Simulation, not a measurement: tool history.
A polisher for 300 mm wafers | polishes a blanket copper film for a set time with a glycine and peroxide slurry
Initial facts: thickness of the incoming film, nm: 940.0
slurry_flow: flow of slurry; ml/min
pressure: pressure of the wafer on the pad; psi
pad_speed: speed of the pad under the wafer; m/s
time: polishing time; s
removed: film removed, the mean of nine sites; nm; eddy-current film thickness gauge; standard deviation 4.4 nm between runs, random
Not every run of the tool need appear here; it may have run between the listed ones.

run    day  slurry_flow  pressure  pad_speed  time  removed
  1  0.000          320       3.0       1.20    68   558.79
  2  0.125          320       3.0       1.20    71   594.40
  3  0.296          375       3.0       1.20    71   592.57
  4  0.633          375       3.5       1.20    71   681.68
  5  0.712          410       3.5       1.20    71   682.15
  6  0.792          410       3.2       1.18    71   633.75
  7  0.938          410       2.9       1.16    71   574.15

For run 8, what comes out?
     1.262  -- head pressure recalibrated
  8  1.262          410       2.7       1.16    71        ?

{"run 8": {"removed": 487.59}}
